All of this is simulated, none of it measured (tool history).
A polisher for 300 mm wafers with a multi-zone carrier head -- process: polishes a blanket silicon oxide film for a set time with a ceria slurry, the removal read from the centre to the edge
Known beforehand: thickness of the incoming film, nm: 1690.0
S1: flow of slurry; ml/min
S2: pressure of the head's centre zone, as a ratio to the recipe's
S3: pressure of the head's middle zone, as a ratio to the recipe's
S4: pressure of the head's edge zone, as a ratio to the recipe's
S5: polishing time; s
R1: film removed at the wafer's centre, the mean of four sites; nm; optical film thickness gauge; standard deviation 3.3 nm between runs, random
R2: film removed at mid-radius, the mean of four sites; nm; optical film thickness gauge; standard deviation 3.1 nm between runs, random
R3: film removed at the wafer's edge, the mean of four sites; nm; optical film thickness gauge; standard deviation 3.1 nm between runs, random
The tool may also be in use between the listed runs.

{"run": 1, "hour": 0.0, "S1": 265, "S2": 1, "S3": 1, "S4": 1, "S5": 65, "R1": 434.17, "R2": 423, "R3": 425.87}
{"run": 2, "hour": 8.8, "S1": 265, "S2": 1.01, "S3": 0.98, "S4": 0.96, "S5": 60, "R1": 407.03, "R2": 379.31, "R3": 377.65}
{"run": 3, "hour": 14.2, "S1": 265, "S2": 1.01, "S3": 0.98, "S4": 0.99, "S5": 60, "R1": 401.88, "R2": 382.58, "R3": 393.9}
{"run": 4, "hour": 15.6, "S1": 265, "S2": 1.07, "S3": 0.98, "S4": 0.99, "S5": 60, "R1": 421.06, "R2": 376.83, "R3": 391.71}
{"run": 5, "hour": 18.7, "S1": 265, "S2": 1.07, "S3": 0.98, "S4": 0.99, "S5": 46, "R1": 328.5, "R2": 294.61, "R3": 297.43}
{"run": 6, "hour": 20.8, "S1": 265, "S2": 1, "S3": 0.98, "S4": 0.99, "S5": 46, "R1": 305.54, "R2": 295.56, "R3": 295.4}
{"run": 7, "hour": 29.7, "S1": 275, "S2": 1.02, "S3": 0.98, "S4": 0.99, "S5": 46, "R1": 316.42, "R2": 295.49, "R3": 292.52}
{"run": 8, "hour": 32.6, "S1": 280, "S2": 1.03, "S3": 0.98, "S4": 1, "S5": 46, "R1": 309.82, "R2": 295.49, "R3": 304.83}

The next listed run, before its measurement:
{"run": 9, "hour": 38.6, "S1": 275, "S2": 1.05, "S3": 0.99, "S4": 1, "S5": 46, "R1": "?", "R2": "?", "R3": "?"}

Run 9 came out at R1 323.35 nm, R2 300.15 nm, R3 303.93 nm.

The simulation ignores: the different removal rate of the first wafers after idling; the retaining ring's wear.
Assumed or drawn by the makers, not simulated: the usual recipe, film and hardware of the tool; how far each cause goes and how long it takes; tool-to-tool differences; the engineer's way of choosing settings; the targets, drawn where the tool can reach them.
